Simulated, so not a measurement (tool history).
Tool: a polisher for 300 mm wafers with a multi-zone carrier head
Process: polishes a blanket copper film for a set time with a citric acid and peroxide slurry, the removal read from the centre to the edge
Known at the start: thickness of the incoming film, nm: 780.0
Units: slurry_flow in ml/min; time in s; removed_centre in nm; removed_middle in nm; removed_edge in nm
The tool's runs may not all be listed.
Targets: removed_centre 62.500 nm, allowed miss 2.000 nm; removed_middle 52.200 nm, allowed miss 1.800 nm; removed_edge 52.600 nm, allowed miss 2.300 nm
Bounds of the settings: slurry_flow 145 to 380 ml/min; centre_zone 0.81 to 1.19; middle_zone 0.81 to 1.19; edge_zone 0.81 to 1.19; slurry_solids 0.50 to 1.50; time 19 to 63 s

run	hour	slurry_flow	centre_zone	middle_zone	edge_zone	slurry_solids	time	removed_centre	removed_middle	removed_edge
1	0.0	245	1.00	1.00	1.00	1.00	41	53.926	55.763	55.234
2	5.5	265	1.00	1.00	1.00	1.00	41	52.964	56.389	52.713
3	8.4	265	1.00	0.95	1.00	1.00	41	54.244	52.489	53.229
4	17.1	265	1.01	0.95	1.00	1.00	41	54.558	52.776	52.959
5	23.9	265	1.01	0.95	1.08	1.00	41	54.813	52.846	56.261
6	28.4	270	1.02	0.95	1.07	1.00	41	54.642	52.691	57.452
7	33.7	270	1.03	0.95	1.05	1.00	41	55.749	53.484	55.223
8	42.3	270	1.04	0.94	1.04	1.00	41	56.551	52.726	56.309
9	50.7	275	1.05	0.93	1.02	1.00	41	56.945	52.332	55.347
10	59.3	280	1.06	0.93	1.00	1.00	41	57.052	52.621	54.467
11	61.2	280	1.07	0.92	0.99	1.00	41	58.587	52.526	53.960
12	69.3	280	1.08	0.92	0.98	1.00	41	58.906	51.026	53.465
13	74.2	280	1.09	0.92	0.97	1.00	41	57.902	53.428	54.097
14	82.7	285	1.09	0.91	0.96	1.00	41	58.977	52.627	53.088
15	88.0	285	1.10	0.91	0.96	1.00	41	60.347	51.374	53.339

Which of these 5 next moves meets every target?
A	93.3	270	1.10	0.95	0.89	0.90	41	?	?	?
B	93.3	290	1.03	0.92	0.99	1.00	42	?	?	?
C	93.3	280	1.15	0.92	0.93	0.95	42	?	?	?
D	93.3	295	1.08	0.94	0.94	1.00	39	?	?	?
E	93.3	300	1.09	0.90	1.01	1.10	39	?	?	?

move	removed_centre	removed_middle	removed_edge
A	58.072	52.847	49.717
B	57.457	54.369	55.128
C	63.219	53.530	52.770
D	56.082	51.484	50.002
E	57.895	50.781	52.936
A: further off than the last run
B: further off than the last run
C: meets every target
D: further off than the last run
E: further off than the last run
The right move is C.

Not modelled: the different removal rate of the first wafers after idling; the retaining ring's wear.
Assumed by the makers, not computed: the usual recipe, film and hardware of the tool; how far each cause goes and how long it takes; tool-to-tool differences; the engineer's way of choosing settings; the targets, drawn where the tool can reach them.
